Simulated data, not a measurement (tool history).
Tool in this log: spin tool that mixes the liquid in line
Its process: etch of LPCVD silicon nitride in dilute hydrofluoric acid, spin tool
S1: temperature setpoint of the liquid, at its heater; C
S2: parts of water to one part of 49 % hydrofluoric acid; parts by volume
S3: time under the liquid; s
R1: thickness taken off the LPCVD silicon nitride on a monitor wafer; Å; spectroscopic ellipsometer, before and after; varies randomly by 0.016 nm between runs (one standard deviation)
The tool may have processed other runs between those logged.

run	hour	S1	S2	S3	R1
1	0	25	60	50	4.9805
2	4.5	22	60	50	4.0643
3	11.1	22	55	50	4.3488
4	19.3	22	40	50	5.7477
5	26.7	19	40	50	4.9236
6	30	19	40	50	4.7835
7	36.9	22	40	50	5.8118
8	37.7	24	40	50	6.9249

Forecast run 9:
9	39.8	25	40	50	?

{"run 9": {"R1": 7.2854}}
